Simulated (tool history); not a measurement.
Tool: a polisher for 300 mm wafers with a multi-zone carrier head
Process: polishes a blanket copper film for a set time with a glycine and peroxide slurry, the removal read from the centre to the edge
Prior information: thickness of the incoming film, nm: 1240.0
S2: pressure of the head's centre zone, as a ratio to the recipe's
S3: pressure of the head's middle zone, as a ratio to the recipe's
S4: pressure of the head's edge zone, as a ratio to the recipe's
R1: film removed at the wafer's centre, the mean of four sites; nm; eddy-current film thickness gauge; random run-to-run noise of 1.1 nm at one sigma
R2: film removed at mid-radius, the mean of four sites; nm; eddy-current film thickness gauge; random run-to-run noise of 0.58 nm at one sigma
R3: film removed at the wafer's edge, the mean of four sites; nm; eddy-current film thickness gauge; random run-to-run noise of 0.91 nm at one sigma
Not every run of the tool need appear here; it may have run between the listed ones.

run 1 hour=0 | flow_of_slurry_(ml/min)=215 S2=1 S3=1 S4=1 polishing_time_(s)=60 | R1=192.1 R2=191.56 R3=200.61
run 2 hour=7.9 | flow_of_slurry_(ml/min)=215 S2=1 S3=1 S4=1.05 polishing_time_(s)=60 | R1=189.35 R2=191.03 R3=204.7
run 3 hour=10.6 | flow_of_slurry_(ml/min)=215 S2=1.07 S3=1 S4=1.05 polishing_time_(s)=60 | R1=207.78 R2=191.45 R3=206.85
run 4 hour=14.4 | flow_of_slurry_(ml/min)=195 S2=1.06 S3=0.96 S4=0.99 polishing_time_(s)=52 | R1=169.17 R2=158.36 R3=166.2
run 5 hour=22.8 | flow_of_slurry_(ml/min)=195 S2=1.06 S3=0.96 S4=0.99 polishing_time_(s)=59 | R1=196.39 R2=178.75 R3=189.28
run 6 hour=26.7 | flow_of_slurry_(ml/min)=195 S2=1.06 S3=0.96 S4=0.99 polishing_time_(s)=64 | R1=210.9 R2=194.76 R3=206.08
run 7 hour=29 | flow_of_slurry_(ml/min)=135 S2=1.02 S3=0.86 S4=0.89 polishing_time_(s)=47 | R1=134.5 R2=121.03 R3=137.03
run 8 hour=37.8 | flow_of_slurry_(ml/min)=165 S2=1.12 S3=0.92 S4=0.81 polishing_time_(s)=30 | R1=102.14 R2=85.268 R3=87.407
run 9 hour=38.6 | flow_of_slurry_(ml/min)=180 S2=1.12 S3=0.92 S4=0.82 polishing_time_(s)=30 | R1=103.74 R2=87.235 R3=87.006

What does the tool deliver on the next run?
run 10 hour=44.2 | flow_of_slurry_(ml/min)=185 S2=1.13 S3=0.92 S4=0.92 polishing_time_(s)=32 | R1=? R2=? R3=?

{"run 10": {"R1": 110.35, "R2": 93.237, "R3": 100.73}}
